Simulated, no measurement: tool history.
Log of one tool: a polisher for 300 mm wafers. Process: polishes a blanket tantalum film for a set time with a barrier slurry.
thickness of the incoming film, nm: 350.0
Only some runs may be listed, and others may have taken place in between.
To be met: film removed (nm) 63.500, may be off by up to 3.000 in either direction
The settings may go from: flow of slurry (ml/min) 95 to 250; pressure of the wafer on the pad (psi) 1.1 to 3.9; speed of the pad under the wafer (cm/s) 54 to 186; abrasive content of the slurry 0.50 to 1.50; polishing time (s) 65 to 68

run,hour,flow of slurry (ml/min),pressure of the wafer on the pad (psi),speed of the pad under the wafer (cm/s),abrasive content of the slurry,polishing time (s),film removed (nm)
1,0.0,160,2.5,118,1.00,65,168.840
2,8.1,160,2.2,106,1.00,65,138.200
3,11.2,160,1.9,96,1.00,65,109.330
4,19.4,160,1.7,90,1.00,65,94.784
5,23.0,160,1.7,90,1.00,68,97.495
6,26.8,160,1.7,90,0.80,68,88.745
7,30.5,155,1.1,78,0.80,68,51.386
8,38.9,165,1.1,78,0.80,68,52.470
9,39.7,165,1.2,78,0.80,68,56.947
10,43.4,165,1.2,78,0.80,68,55.353
11,49.8,170,1.6,80,0.80,68,76.325
12,55.1,165,1.5,80,0.80,68,70.446

Of the 5 settings listed for the next run, only one would bring every result within its allowed miss of target. Which one?
A,60.4,175,1.3,80,0.80,68,?
B,60.4,165,1.2,80,0.80,65,?
C,60.4,150,1.4,72,0.80,65,?
D,60.4,130,1.3,78,0.75,66,?
E,60.4,190,1.3,68,0.80,68,?

move,film removed (nm)
A,62.066
B,54.634
C,55.885
D,54.018
E,53.837
A: every result lands within tolerance
B: carries the result that was furthest off beyond its target, to the other side
C: carries the result that was furthest off beyond its target, to the other side
D: carries the result that was furthest off beyond its target, to the other side
E: carries the result that was furthest off beyond its target, to the other side
The right move is A.
